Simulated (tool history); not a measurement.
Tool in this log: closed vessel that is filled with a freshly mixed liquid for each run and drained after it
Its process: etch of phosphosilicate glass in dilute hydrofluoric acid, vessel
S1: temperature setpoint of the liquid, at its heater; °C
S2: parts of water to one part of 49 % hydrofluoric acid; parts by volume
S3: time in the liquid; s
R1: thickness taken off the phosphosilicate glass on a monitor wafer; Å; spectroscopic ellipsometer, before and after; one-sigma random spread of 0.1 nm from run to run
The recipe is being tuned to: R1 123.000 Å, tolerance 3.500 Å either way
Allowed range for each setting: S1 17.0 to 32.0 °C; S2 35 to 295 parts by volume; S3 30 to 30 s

run 1 hour=0.0 | S1=24.0 S2=165 S3=30 | R1=95.834
run 2 hour=3.4 | S1=26.0 S2=165 S3=30 | R1=101.070
run 3 hour=8.1 | S1=26.0 S2=165 S3=30 | R1=101.670
run 4 hour=9.3 | S1=28.0 S2=165 S3=30 | R1=111.060
run 5 hour=12.5 | S1=28.5 S2=165 S3=30 | R1=111.550
run 6 hour=18.9 | S1=28.5 S2=165 S3=30 | R1=111.850
run 7 hour=25.2 | S1=29.0 S2=165 S3=30 | R1=114.130
run 8 hour=27.1 | S1=29.5 S2=165 S3=30 | R1=113.510
run 9 hour=30.3 | S1=30.0 S2=165 S3=30 | R1=117.700

Pick the move, out of 4, that brings all results within their allowed miss; only one does.
run A hour=33.5 | S1=30.0 S2=150 S3=30 | R1=?
run B hour=33.5 | S1=28.5 S2=165 S3=30 | R1=?
run C hour=33.5 | S1=31.0 S2=165 S3=30 | R1=?
run D hour=33.5 | S1=31.5 S2=175 S3=30 | R1=?

move=A R1=132.950
move=B R1=112.330
move=C R1=122.790
move=D R1=116.280
A: carries the result that was furthest off beyond its target, to the other side
B: lands further from the targets than the last run did
C: every result within its allowed miss
D: lands further from the targets than the last run did
C meets every target.

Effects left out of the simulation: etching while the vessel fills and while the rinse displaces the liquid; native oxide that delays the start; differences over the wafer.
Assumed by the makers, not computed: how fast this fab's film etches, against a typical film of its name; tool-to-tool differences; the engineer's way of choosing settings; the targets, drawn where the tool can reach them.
